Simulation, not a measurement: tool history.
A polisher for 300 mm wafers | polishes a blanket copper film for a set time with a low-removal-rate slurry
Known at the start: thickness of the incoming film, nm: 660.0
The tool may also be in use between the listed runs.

run  hour  flow of slurry (ml/min)  pressure of the wafer on the pad (psi)  speed of the pad under the wafer (cm/s)  abrasive content of the slurry  polishing time (s)  film removed (nm)
  1   0.0                      265                                     1.9                                      124                             1.0                  85             219.84
  2   0.6                      265                                     1.8                                      124                             1.0                  85             209.39
  3   8.8                      265                                     1.7                                      124                             1.0                  85             198.22
  4  17.7                      265                                     1.7                                      124                             1.1                  85             207.46
  5  23.7                      265                                     1.9                                      124                             1.1                  85             225.90
  6  29.5                      265                                     1.8                                      122                             1.1                  85             212.22
  7  35.8                      265                                     1.7                                      122                             1.1                  85             200.53
  8  36.5                      265                                     1.6                                      122                             1.1                  85             186.85

Forecast run 9:
  9  43.4                      265                                     1.5                                      122                             1.1                  85                  ?

{"run 9": {"film removed (nm)": 175.96}}
